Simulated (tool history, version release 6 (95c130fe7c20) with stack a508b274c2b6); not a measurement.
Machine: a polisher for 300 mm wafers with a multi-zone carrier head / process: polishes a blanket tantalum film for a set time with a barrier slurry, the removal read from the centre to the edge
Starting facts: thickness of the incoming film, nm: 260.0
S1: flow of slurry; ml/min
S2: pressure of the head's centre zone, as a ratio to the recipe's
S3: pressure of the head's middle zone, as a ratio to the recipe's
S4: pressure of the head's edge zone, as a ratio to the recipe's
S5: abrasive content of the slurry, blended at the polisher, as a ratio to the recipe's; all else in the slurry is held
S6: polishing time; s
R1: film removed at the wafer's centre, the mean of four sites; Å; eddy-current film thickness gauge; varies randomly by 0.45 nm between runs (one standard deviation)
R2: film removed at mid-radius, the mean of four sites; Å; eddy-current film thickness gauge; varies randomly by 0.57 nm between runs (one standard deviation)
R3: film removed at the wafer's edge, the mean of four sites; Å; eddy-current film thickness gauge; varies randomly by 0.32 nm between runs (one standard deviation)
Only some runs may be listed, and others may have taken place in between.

run,hour,S1,S2,S3,S4,S5,S6,R1,R2,R3
1,0,295,1,1,1,1,36,586.27,589.92,579.94
2,7,290,0.98,1.02,0.95,0.95,36,568.02,590.39,558.26
3,12.5,220,0.98,1.02,0.95,0.95,36,551.18,573.29,549.83
4,13,220,0.98,1.06,0.95,0.95,36,547.83,594.16,543.58
5,20.2,220,0.98,1.14,0.95,0.95,36,547.76,615.71,544.68
6,21,220,0.91,1.14,0.95,0.95,36,505.48,612.96,547.07

Run 7 is up next; what results do you expect?
7,25.9,220,0.92,1.13,0.92,0.9,36,?,?,?

Run 7 came out at R1 503.24 Å, R2 592.52 Å, R3 525.97 Å.
